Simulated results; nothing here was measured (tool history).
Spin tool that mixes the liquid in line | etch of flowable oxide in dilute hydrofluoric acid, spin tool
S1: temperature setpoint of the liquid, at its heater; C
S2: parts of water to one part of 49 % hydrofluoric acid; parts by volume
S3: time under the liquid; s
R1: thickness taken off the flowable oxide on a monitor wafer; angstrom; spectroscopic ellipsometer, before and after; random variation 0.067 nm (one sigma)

| run | hour | S1 | S2 | S3 | R1 |
|---|---|---|---|---|---|
| 1 | 0.0 | 25.0 | 250 | 70 | 156.17 |
| 2 | 3.9 | 27.0 | 245 | 70 | 172.04 |
| 3 | 5.7 | 27.0 | 245 | 70 | 171.65 |
| 4 | 10.2 | 28.5 | 240 | 70 | 186.16 |
| 5 | 19.0 | 30.5 | 240 | 70 | 198.14 |
| 6 | 21.2 | 30.5 | 330 | 70 | 130.43 |
| 7 | 23.6 | 31.0 | 305 | 70 | 146.87 |
| 8 | 27.4 | 31.5 | 285 | 70 | 164.46 |
| 9 | 30.2 | 32.0 | 270 | 70 | 178.26 |

The next listed run, before its measurement:
| 10 | 33.6 | 32.0 | 260 | 70 | ? |

{"run 10": {"R1": 187.21}}
